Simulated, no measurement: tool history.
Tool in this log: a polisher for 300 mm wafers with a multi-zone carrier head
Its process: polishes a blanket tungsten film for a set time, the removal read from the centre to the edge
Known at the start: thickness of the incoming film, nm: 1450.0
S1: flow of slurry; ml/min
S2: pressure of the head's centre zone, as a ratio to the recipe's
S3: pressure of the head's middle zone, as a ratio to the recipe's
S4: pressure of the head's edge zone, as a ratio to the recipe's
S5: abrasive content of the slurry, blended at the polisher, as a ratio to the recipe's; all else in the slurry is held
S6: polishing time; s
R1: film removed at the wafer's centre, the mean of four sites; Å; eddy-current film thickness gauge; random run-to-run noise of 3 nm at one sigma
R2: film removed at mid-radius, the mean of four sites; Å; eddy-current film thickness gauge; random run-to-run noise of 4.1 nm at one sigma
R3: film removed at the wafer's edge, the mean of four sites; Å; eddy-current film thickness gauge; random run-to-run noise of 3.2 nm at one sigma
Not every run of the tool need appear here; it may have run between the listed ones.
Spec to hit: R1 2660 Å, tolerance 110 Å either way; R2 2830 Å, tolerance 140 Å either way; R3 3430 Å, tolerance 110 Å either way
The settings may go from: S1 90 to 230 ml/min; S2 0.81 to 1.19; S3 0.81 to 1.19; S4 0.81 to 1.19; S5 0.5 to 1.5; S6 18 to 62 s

run  hour   S1    S2    S3    S4   S5  S6      R1      R2      R3
  1     0  150     1     1     1    1  40  3429.8  3287.4  3239.1
  2     6  165     1     1     1    1  40  3550.7  3386.4  3215.9
  3   7.7  145  0.96  0.98  1.03    1  40  3321.6  3198.1  3236.1
  4   8.5  145  0.96  0.95  1.03    1  40  3229.1  2995.6  3180.8
  5  14.6  145  0.96  0.95  1.03  1.1  40  3424.2  3235.1  3347.9
  6  16.4  145  0.96  0.91  1.03  1.1  40  3369.3  3058.8  3315.9
  7  21.2  130  0.92  0.92  1.07  1.1  40  3155.9  3005.6  3393.5
  8  28.2  120  0.89  0.92  1.08  1.1  40  2993.8  2965.3  3300.3
  9  32.9  115  0.87  0.91  1.11  1.1  40  2883.3  2964.7  3383.6
 10  33.4  110  0.86   0.9  1.12  1.1  40  2769.5  2864.1  3322.3

Below are 4 possible settings for the next run. Only one of them brings all results inside the allowed miss of their targets. Which is it?
  A  33.9   90  0.84   0.9  1.19   1.1  42   ?   ?   ?
  B  33.9  115  0.81  0.92  1.09   1.2  38   ?   ?   ?
  C  33.9  125  0.83   0.9  1.05  1.15  39   ?   ?   ?
  D  33.9  110  0.87  0.82  1.11  1.05  42   ?   ?   ?

move      R1      R2      R3
   A    2655  2825.2  3420.5
   B    2595  2883.1  3197.2
   C  2756.7  2926.2  3224.2
   D  2906.7  2740.3  3390.4
A: each result inside its tolerance
B: gets the furthest-off result to its target, but another result is out of tolerance
C: gets the furthest-off result to its target, but another result is out of tolerance
D: lands further from the targets than the last run did
A meets every target.

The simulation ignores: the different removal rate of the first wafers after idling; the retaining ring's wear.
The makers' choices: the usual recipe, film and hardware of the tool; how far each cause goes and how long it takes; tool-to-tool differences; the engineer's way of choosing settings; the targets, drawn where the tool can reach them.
